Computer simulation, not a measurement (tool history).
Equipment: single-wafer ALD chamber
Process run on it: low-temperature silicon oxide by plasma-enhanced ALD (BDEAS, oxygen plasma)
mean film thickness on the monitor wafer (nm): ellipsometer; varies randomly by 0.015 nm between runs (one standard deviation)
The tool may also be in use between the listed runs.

| run | hour | heater temperature setpoint (°C) | number of ALD cycles (cycles) | mean film thickness on the monitor wafer (nm) |
|---|---|---|---|---|
| 1 | 0.0 | 100 | 62 | 8.4462 |
| 2 | 8.4 | 101 | 61 | 8.3237 |
| 3 | 12.9 | 102 | 60 | 8.1597 |
| 4 | 19.5 | 103 | 59 | 8.0093 |
| 5 | 21.2 | 104 | 58 | 7.8387 |
| 6 | 27.5 | 95 | 58 | 8.0385 |
| 7 | 30.6 | 97 | 57 | 7.8474 |
| 8 | 36.9 | 98 | 56 | 7.7150 |

Expected results for the next run?
| 9 | 39.5 | 98 | 56 | ? |

Run 9 came out at mean film thickness on the monitor wafer (nm) 7.6705.

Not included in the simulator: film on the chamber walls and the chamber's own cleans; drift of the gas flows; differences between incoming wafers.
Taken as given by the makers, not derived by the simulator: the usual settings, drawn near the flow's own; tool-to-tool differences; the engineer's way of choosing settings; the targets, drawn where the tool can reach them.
